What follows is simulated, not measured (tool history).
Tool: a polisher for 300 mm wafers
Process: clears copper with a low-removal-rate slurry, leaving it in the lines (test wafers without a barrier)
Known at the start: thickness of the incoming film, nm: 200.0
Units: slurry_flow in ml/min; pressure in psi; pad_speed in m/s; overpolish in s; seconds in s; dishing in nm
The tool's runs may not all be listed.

run,hour,slurry_flow,pressure,pad_speed,slurry_solids,overpolish,seconds,dishing
1,0.0,175,2.2,0.90,1.00,27,104.610,33.078
2,6.1,200,2.2,0.90,1.00,27,101.590,34.122
3,9.4,210,2.4,0.90,1.00,27,93.687,36.845
4,14.7,210,2.4,0.90,0.80,27,97.024,34.997
# hour 15.9: worn pad replaced by a new one
5,15.9,215,2.6,0.90,0.80,27,82.539,40.187
6,19.0,215,2.6,0.90,0.95,27,81.040,41.693
7,21.5,220,2.7,0.90,0.95,27,77.309,42.545

The next listed run, before its measurement:
8,23.4,220,2.8,0.90,0.95,27,?,?

Run 8 gave seconds 76.410 s, dishing 44.176 nm.
